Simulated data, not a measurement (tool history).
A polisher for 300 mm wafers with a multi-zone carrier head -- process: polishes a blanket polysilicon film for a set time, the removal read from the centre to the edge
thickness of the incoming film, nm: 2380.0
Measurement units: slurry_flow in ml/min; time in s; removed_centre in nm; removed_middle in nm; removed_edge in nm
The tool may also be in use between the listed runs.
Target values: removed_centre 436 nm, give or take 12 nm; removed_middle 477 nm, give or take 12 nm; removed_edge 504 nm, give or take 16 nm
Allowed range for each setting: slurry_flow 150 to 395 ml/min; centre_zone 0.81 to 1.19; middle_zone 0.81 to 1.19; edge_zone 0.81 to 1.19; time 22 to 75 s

{"run": 1, "day": 0.0, "slurry_flow": 250, "centre_zone": 1, "middle_zone": 1, "edge_zone": 1, "time": 48, "removed_centre": 321.3, "removed_middle": 325.34, "removed_edge": 322.8}
{"run": 2, "day": 0.062, "slurry_flow": 250, "centre_zone": 0.99, "middle_zone": 1, "edge_zone": 1.02, "time": 50, "removed_centre": 325.52, "removed_middle": 332.74, "removed_edge": 335.48}
{"run": 3, "day": 0.288, "slurry_flow": 250, "centre_zone": 0.99, "middle_zone": 1.01, "edge_zone": 1.04, "time": 53, "removed_centre": 347.74, "removed_middle": 360.9, "removed_edge": 364.07}
{"run": 4, "day": 0.508, "slurry_flow": 250, "centre_zone": 1.04, "middle_zone": 1.01, "edge_zone": 1.04, "time": 53, "removed_centre": 367.05, "removed_middle": 358.14, "removed_edge": 363.3}
{"run": 5, "day": 0.771, "slurry_flow": 250, "centre_zone": 1.04, "middle_zone": 0.95, "edge_zone": 1.04, "time": 53, "removed_centre": 361.2, "removed_middle": 344.6, "removed_edge": 370.23}
{"run": 6, "day": 1.088, "slurry_flow": 250, "centre_zone": 1.04, "middle_zone": 0.95, "edge_zone": 0.99, "time": 53, "removed_centre": 363.38, "removed_middle": 345.55, "removed_edge": 359.05}
{"run": 7, "day": 1.317, "slurry_flow": 255, "centre_zone": 1.03, "middle_zone": 0.96, "edge_zone": 1.01, "time": 55, "removed_centre": 377.12, "removed_middle": 358.8, "removed_edge": 367.04}
{"run": 8, "day": 1.625, "slurry_flow": 245, "centre_zone": 1.02, "middle_zone": 0.98, "edge_zone": 1.03, "time": 57, "removed_centre": 387.75, "removed_middle": 373.53, "removed_edge": 390.75}
{"run": 9, "day": 1.821, "slurry_flow": 245, "centre_zone": 1.01, "middle_zone": 1, "edge_zone": 1.05, "time": 58, "removed_centre": 384.18, "removed_middle": 387.8, "removed_edge": 398.86}
{"run": 10, "day": 2.192, "slurry_flow": 245, "centre_zone": 1.01, "middle_zone": 1.01, "edge_zone": 1.07, "time": 59, "removed_centre": 391.92, "removed_middle": 397.45, "removed_edge": 411.63}
{"run": 11, "day": 2.392, "slurry_flow": 250, "centre_zone": 1.01, "middle_zone": 1.02, "edge_zone": 1.09, "time": 60, "removed_centre": 401.84, "removed_middle": 411.82, "removed_edge": 423.3}

Which one of the following 5 next-run settings gets every result inside its allowed miss? There is exactly one.
{"run": "A", "day": 2.592, "slurry_flow": 230, "centre_zone": 0.92, "middle_zone": 0.88, "edge_zone": 1.19, "time": 75, "removed_centre": "?", "removed_middle": "?", "removed_edge": "?"}
{"run": "B", "day": 2.592, "slurry_flow": 250, "centre_zone": 0.82, "middle_zone": 1.1, "edge_zone": 1.19, "time": 70, "removed_centre": "?", "removed_middle": "?", "removed_edge": "?"}
{"run": "C", "day": 2.592, "slurry_flow": 180, "centre_zone": 0.94, "middle_zone": 1.01, "edge_zone": 1.13, "time": 72, "removed_centre": "?", "removed_middle": "?", "removed_edge": "?"}
{"run": "D", "day": 2.592, "slurry_flow": 255, "centre_zone": 1.05, "middle_zone": 1.03, "edge_zone": 1.15, "time": 56, "removed_centre": "?", "removed_middle": "?", "removed_edge": "?"}
{"run": "E", "day": 2.592, "slurry_flow": 250, "centre_zone": 0.97, "middle_zone": 1.07, "edge_zone": 1.07, "time": 66, "removed_centre": "?", "removed_middle": "?", "removed_edge": "?"}

move=A removed_centre=458.97 removed_middle=452.12 removed_edge=546.3
move=B removed_centre=384.64 removed_middle=512.61 removed_edge=510.75
move=C removed_centre=441.38 removed_middle=477.99 removed_edge=502.61
move=D removed_centre=395.27 removed_middle=387.86 removed_edge=402.2
move=E removed_centre=429.53 removed_middle=471.74 removed_edge=456.23
A: nearer than the last run, and not there yet
B: moves the result that the last run missed by most past its target, out the other side
C: hits every target within its allowed miss
D: lands further from the targets than the last run did
E: gets the furthest-off result to its target, but another result is out of tolerance
Answer: C

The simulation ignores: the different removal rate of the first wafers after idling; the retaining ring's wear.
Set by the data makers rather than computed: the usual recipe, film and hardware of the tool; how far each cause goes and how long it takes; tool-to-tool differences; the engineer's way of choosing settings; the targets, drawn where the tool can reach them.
